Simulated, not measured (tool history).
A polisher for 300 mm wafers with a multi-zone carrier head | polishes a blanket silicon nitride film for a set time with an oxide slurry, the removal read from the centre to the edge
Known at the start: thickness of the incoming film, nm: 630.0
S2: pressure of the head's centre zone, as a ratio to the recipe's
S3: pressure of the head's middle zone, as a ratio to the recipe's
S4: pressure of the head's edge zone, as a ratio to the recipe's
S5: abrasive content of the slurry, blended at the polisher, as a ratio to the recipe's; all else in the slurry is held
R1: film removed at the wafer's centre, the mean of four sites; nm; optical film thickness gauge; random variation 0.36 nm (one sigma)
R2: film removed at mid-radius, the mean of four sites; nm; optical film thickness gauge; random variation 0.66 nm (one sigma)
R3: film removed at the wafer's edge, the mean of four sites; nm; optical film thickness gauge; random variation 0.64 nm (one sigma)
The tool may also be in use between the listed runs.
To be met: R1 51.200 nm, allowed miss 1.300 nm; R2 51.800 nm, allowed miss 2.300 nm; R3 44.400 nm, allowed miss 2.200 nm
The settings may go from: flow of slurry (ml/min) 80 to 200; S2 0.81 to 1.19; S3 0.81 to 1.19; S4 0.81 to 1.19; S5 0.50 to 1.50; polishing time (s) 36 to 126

Run 1, day 0.000: flow of slurry (ml/min) 130, S2 1.00, S3 1.00, S4 1.00, S5 1.00, polishing time (s) 81. Result: R1 68.280 nm, R2 66.500 nm, R3 67.441 nm.
Run 2, day 0.071: flow of slurry (ml/min) 130, S2 1.07, S3 1.00, S4 1.00, S5 1.00, polishing time (s) 81. Result: R1 72.471 nm, R2 65.069 nm, R3 66.819 nm.
Run 3, day 0.117: flow of slurry (ml/min) 130, S2 1.06, S3 1.02, S4 0.96, S5 0.85, polishing time (s) 79. Result: R1 64.187 nm, R2 60.502 nm, R3 58.153 nm.
Run 4, day 0.388: flow of slurry (ml/min) 130, S2 1.10, S3 1.02, S4 0.96, S5 0.85, polishing time (s) 79. Result: R1 67.595 nm, R2 59.321 nm, R3 58.621 nm.
Run 5, day 0.633: flow of slurry (ml/min) 125, S2 1.08, S3 1.03, S4 0.93, S5 0.75, polishing time (s) 79. Result: R1 61.216 nm, R2 55.596 nm, R3 54.453 nm.
Run 6, day 0.871: flow of slurry (ml/min) 125, S2 1.08, S3 1.03, S4 0.93, S5 0.60, polishing time (s) 79. Result: R1 52.982 nm, R2 49.339 nm, R3 46.819 nm.
Run 7, day 1.246: flow of slurry (ml/min) 125, S2 1.08, S3 1.05, S4 0.91, S5 0.60, polishing time (s) 79. Result: R1 53.199 nm, R2 49.891 nm, R3 46.911 nm.
Run 8, day 1.592: flow of slurry (ml/min) 125, S2 1.08, S3 1.07, S4 0.89, S5 0.60, polishing time (s) 79. Result: R1 52.302 nm, R2 50.086 nm, R3 46.975 nm.
Run 9, day 1.896: flow of slurry (ml/min) 130, S2 1.09, S3 1.09, S4 0.87, S5 0.60, polishing time (s) 79. Result: R1 54.250 nm, R2 52.153 nm, R3 46.107 nm.
Run 10, day 2.200: flow of slurry (ml/min) 125, S2 1.09, S3 1.10, S4 0.86, S5 0.60, polishing time (s) 79. Result: R1 52.947 nm, R2 51.099 nm, R3 45.936 nm.
Run 11, day 2.558: flow of slurry (ml/min) 125, S2 1.09, S3 1.11, S4 0.85, S5 0.60, polishing time (s) 79. Result: R1 53.598 nm, R2 52.031 nm, R3 45.496 nm.
Run 12, day 2.800: flow of slurry (ml/min) 120, S2 1.09, S3 1.12, S4 0.85, S5 0.60, polishing time (s) 79. Result: R1 53.044 nm, R2 51.939 nm, R3 45.170 nm.
Run 13, day 3.167: flow of slurry (ml/min) 105, S2 1.07, S3 1.14, S4 0.84, S5 0.60, polishing time (s) 79. Result: R1 49.294 nm, R2 49.684 nm, R3 44.018 nm.

Which of these 4 next moves meets every target?
Run A, day 3.533: flow of slurry (ml/min) 125, S2 1.02, S3 1.13, S4 0.87, S5 0.55, polishing time (s) 78. Result: R1 ?, R2 ?, R3 ?.
Run B, day 3.533: flow of slurry (ml/min) 90, S2 1.06, S3 1.19, S4 0.88, S5 0.55, polishing time (s) 85. Result: R1 ?, R2 ?, R3 ?.
Run C, day 3.533: flow of slurry (ml/min) 80, S2 1.02, S3 1.04, S4 0.89, S5 0.60, polishing time (s) 88. Result: R1 ?, R2 ?, R3 ?.
Run D, day 3.533: flow of slurry (ml/min) 135, S2 1.05, S3 1.12, S4 0.82, S5 0.50, polishing time (s) 86. Result: R1 ?, R2 ?, R3 ?.

move      R1      R2      R3
   A  46.413  48.226  42.934
   B  46.851  49.710  43.868
   C  46.711  46.334  46.944
   D  50.393  50.335  43.973
A: further off than the last run
B: further off than the last run
C: further off than the last run
D: meets every target
The right move is D.
